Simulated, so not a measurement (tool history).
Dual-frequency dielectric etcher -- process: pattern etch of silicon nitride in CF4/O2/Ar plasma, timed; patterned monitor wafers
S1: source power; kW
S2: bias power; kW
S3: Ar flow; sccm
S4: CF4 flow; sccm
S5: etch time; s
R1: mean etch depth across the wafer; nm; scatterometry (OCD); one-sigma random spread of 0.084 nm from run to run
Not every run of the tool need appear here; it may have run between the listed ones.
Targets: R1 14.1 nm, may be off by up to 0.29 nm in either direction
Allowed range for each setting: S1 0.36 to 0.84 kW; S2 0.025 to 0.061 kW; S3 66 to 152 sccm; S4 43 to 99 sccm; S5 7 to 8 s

Run 1, hour 0: S1 0.6 kW, S2 0.043 kW, S3 109 sccm, S4 71 sccm, S5 8 s. Result: R1 17.355 nm.
Run 2, hour 3.3: S1 0.6 kW, S2 0.043 kW, S3 109 sccm, S4 71 sccm, S5 7 s. Result: R1 15.282 nm.
Run 3, hour 6.6: S1 0.69 kW, S2 0.043 kW, S3 109 sccm, S4 71 sccm, S5 7 s. Result: R1 16.439 nm.
Run 4, hour 15.1: S1 0.66 kW, S2 0.043 kW, S3 109 sccm, S4 71 sccm, S5 7 s. Result: R1 16.356 nm.
Run 5, hour 21.8: S1 0.77 kW, S2 0.043 kW, S3 109 sccm, S4 71 sccm, S5 7 s. Result: R1 17.728 nm.
Run 6, hour 23: S1 0.77 kW, S2 0.043 kW, S3 109 sccm, S4 82 sccm, S5 7 s. Result: R1 18.176 nm.
Run 7, hour 25.3: S1 0.72 kW, S2 0.042 kW, S3 109 sccm, S4 82 sccm, S5 7 s. Result: R1 17.411 nm.
Run 8, hour 33.7: S1 0.68 kW, S2 0.041 kW, S3 109 sccm, S4 82 sccm, S5 7 s. Result: R1 16.665 nm.
Run 9, hour 35.6: S1 0.56 kW, S2 0.039 kW, S3 110 sccm, S4 82 sccm, S5 7 s. Result: R1 14.607 nm.

Which of these 4 next moves meets every target?
Run A, hour 37.5: S1 0.47 kW, S2 0.041 kW, S3 118 sccm, S4 77 sccm, S5 8 s. Result: R1 ?.
Run B, hour 37.5: S1 0.51 kW, S2 0.037 kW, S3 81 sccm, S4 75 sccm, S5 7.5 s. Result: R1 ?.
Run C, hour 37.5: S1 0.37 kW, S2 0.046 kW, S3 111 sccm, S4 97 sccm, S5 8 s. Result: R1 ?.
Run D, hour 37.5: S1 0.47 kW, S2 0.037 kW, S3 101 sccm, S4 89 sccm, S5 8 s. Result: R1 ?.

move      R1
   A  14.847
   B  14.908
   C  14.104
   D  15.145
A: further off than the last run
B: further off than the last run
C: all results in spec
D: further off than the last run
C is the move that brings every result within its allowed miss.
